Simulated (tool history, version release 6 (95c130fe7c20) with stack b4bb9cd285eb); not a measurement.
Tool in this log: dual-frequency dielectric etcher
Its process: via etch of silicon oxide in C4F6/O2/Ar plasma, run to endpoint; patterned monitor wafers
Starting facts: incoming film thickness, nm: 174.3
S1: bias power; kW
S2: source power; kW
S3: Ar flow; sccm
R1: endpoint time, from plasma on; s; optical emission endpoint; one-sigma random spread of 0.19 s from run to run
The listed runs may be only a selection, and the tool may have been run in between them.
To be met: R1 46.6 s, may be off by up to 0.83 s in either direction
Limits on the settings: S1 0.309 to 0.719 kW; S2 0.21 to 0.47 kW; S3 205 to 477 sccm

| run | hour | S1 | S2 | S3 | R1 |
|---|---|---|---|---|---|
| 1 | 0 | 0.514 | 0.34 | 341 | 40.043 |
| 2 | 8.6 | 0.599 | 0.34 | 341 | 37.981 |
| 3 | 11.5 | 0.548 | 0.33 | 343 | 39.642 |
| 4 | 12.6 | 0.548 | 0.31 | 343 | 40.134 |
| 5 | 16.6 | 0.507 | 0.3 | 345 | 41.886 |
| 6 | 24 | 0.417 | 0.3 | 345 | 44.906 |
| 7 | 25.7 | 0.408 | 0.3 | 345 | 45.058 |
| 8 | 34.1 | 0.4 | 0.3 | 345 | 46.023 |
| 9 | 36.7 | 0.397 | 0.3 | 345 | 45.772 |

Pick the move, out of 5, that brings all results within their allowed miss; only one does.
| A | 39.3 | 0.415 | 0.27 | 368 | ? |
| B | 39.3 | 0.365 | 0.39 | 321 | ? |
| C | 39.3 | 0.418 | 0.3 | 354 | ? |
| D | 39.3 | 0.488 | 0.23 | 326 | ? |
| E | 39.3 | 0.423 | 0.31 | 314 | ? |

| move | R1 |
|---|---|
| A | 46.777 |
| B | 43.595 |
| C | 45.187 |
| D | 45.083 |
| E | 43.896 |
A: each result inside its tolerance
B: its largest miss is bigger than the last run's
C: its largest miss is bigger than the last run's
D: its largest miss is bigger than the last run's
E: its largest miss is bigger than the last run's
A meets every target.
